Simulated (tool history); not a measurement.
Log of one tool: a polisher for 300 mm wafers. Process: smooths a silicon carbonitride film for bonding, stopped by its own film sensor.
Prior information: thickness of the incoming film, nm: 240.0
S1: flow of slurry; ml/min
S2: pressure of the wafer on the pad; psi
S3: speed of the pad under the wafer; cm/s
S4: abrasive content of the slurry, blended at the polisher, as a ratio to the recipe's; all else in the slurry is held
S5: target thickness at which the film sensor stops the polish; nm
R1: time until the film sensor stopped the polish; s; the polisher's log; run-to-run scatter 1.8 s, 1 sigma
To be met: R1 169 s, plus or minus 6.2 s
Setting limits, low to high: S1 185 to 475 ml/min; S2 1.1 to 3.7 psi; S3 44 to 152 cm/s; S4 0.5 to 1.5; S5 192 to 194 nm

run 1 day=0 | S1=305 S2=2.4 S3=98 S4=1 S5=194 | R1=136.47
run 2 day=0.142 | S1=305 S2=2.3 S3=98 S4=1 S5=194 | R1=138.87
run 3 day=0.325 | S1=305 S2=2.3 S3=106 S4=1 S5=194 | R1=135.35
run 4 day=0.521 | S1=305 S2=2.2 S3=106 S4=1 S5=194 | R1=137.59
run 5 day=0.725 | S1=305 S2=2.7 S3=106 S4=1 S5=194 | R1=114.1
run 6 day=0.846 | S1=305 S2=2.7 S3=106 S4=1 S5=192 | R1=118.75
run 7 day=0.971 | S1=305 S2=2.6 S3=106 S4=1 S5=192 | R1=125.18
run 8 day=1.067 | S1=305 S2=2 S3=104 S4=1 S5=192 | R1=160.75

Which one of the following 5 next-run settings gets every result inside its allowed miss? There is exactly one.
run A day=1.162 | S1=280 S2=2.2 S3=90 S4=0.75 S5=193 | R1=?
run B day=1.162 | S1=255 S2=2 S3=98 S4=1.25 S5=194 | R1=?
run C day=1.162 | S1=285 S2=1.7 S3=118 S4=0.9 S5=194 | R1=?
run D day=1.162 | S1=270 S2=2 S3=102 S4=1.05 S5=193 | R1=?
run E day=1.162 | S1=240 S2=1.9 S3=120 S4=1 S5=192 | R1=?

move=A R1=181.84
move=B R1=151.33
move=C R1=169.03
move=D R1=158.46
move=E R1=153.8
A: carries the result that was furthest off beyond its target, to the other side
B: lands further from the targets than the last run did
C: each result inside its tolerance
D: lands further from the targets than the last run did
E: lands further from the targets than the last run did
So the answer is move C, the one that meets all the targets.
